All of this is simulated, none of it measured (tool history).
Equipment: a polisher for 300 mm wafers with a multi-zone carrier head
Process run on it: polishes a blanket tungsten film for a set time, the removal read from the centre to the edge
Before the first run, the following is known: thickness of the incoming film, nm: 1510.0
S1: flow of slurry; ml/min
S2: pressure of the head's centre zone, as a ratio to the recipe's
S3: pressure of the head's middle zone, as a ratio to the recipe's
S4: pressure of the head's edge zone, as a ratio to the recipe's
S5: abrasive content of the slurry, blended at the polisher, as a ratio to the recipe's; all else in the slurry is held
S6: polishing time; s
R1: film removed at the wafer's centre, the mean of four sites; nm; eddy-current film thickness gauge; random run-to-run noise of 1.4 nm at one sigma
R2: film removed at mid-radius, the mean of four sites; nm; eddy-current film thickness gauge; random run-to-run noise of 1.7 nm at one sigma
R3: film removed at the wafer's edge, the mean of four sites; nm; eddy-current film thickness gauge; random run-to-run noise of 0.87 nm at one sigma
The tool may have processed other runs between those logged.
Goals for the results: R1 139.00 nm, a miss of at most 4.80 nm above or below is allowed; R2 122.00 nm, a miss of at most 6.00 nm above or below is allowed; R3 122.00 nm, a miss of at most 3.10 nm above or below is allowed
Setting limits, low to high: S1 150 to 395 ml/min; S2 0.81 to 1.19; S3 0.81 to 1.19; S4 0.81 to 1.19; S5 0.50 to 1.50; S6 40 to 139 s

run,hour,S1,S2,S3,S4,S5,S6,R1,R2,R3
1,0.0,250,1.00,1.00,1.00,1.00,89,245.87,246.81,247.90
2,5.4,250,1.09,1.00,1.00,1.00,89,272.32,247.73,248.27
3,12.0,250,1.09,0.99,0.98,0.95,82,244.47,220.93,222.26
4,16.6,250,1.09,0.98,0.96,0.90,77,224.98,203.34,205.08
5,19.6,250,1.09,0.98,0.94,0.85,73,208.11,186.85,186.24
6,28.3,250,1.09,0.97,0.92,0.80,70,195.19,176.68,172.27
7,33.2,250,1.09,0.97,0.92,0.80,70,194.53,176.23,172.26
8,37.9,250,1.09,0.95,0.91,0.75,68,185.88,166.47,162.78
9,44.3,245,1.08,0.93,0.90,0.70,67,176.08,154.27,155.96

Of the 4 settings listed for the next run, only one would bring every result within its allowed miss of target. Which one?
A,50.7,225,1.19,1.13,0.83,0.60,56,?,?,?
B,50.7,265,1.19,0.95,0.81,0.65,53,?,?,?
C,50.7,230,1.08,0.93,0.89,0.60,57,?,?,?
D,50.7,245,0.93,0.81,1.11,0.60,56,?,?,?

move,R1,R2,R3
A,151.67,132.77,114.85
B,152.47,120.05,113.64
C,140.37,120.68,121.14
D,119.69,110.75,133.38
A: carries the result that was furthest off beyond its target, to the other side
B: carries the result that was furthest off beyond its target, to the other side
C: all results land within tolerance of their targets
D: better than the last run, though not everything is in spec
So the answer is move C, the one that meets all the targets.
